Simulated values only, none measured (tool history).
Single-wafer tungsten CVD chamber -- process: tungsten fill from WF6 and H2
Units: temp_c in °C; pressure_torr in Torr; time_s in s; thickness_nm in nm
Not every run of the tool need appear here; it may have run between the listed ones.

run,hour,temp_c,pressure_torr,time_s,thickness_nm
1,0,390,50.7,33.8,108.51
2,4.4,390,50.7,33.8,107.58
3,8.6,386,50.7,33.8,99.732
4,15.8,382,50.5,33.8,89.506
5,18.1,374,50.5,33.8,75.074
6,26.6,374,50.5,35,77.916
7,31.1,373,50.5,35,76.012
8,32.2,372,50.5,35,74.326

Estimate the outcome of run 9 from the log above:
9,36.8,371,50.5,35,?

{"run 9": {"thickness_nm": 72.995}}
